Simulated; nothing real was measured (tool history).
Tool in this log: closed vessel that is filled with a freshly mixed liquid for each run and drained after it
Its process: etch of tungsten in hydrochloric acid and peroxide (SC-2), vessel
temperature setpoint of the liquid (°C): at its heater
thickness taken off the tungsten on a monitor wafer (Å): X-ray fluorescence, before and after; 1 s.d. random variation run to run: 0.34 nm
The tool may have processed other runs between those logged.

run  hour  temperature setpoint of the liquid (°C)  parts of water to one part each of 37 % hydrochloric acid and 30 % peroxide (parts by volume)  time in the liquid (s)  thickness taken off the tungsten on a monitor wafer (Å)
  1   0.0                                     58.0                                                                                              6                      50                                                   219.50
  2   8.1                                     59.5                                                                                              6                      50                                                   239.36
  3  13.3                                     59.5                                                                                              6                      50                                                   240.46
  4  15.8                                     61.0                                                                                              6                      50                                                   263.01
  5  22.8                                     62.0                                                                                              6                      50                                                   277.33
  6  23.6                                     63.0                                                                                              6                      50                                                   298.40
  7  30.0                                     64.0                                                                                              6                      50                                                   321.39
  8  35.1                                     64.5                                                                                              6                      50                                                   327.68

Run 9, settings as shown, results not yet in. Your forecast:
  9  39.9                                     65.0                                                                                              6                      50                                                        ?

{"run 9": {"thickness taken off the tungsten on a monitor wafer (Å)": 336.32}}
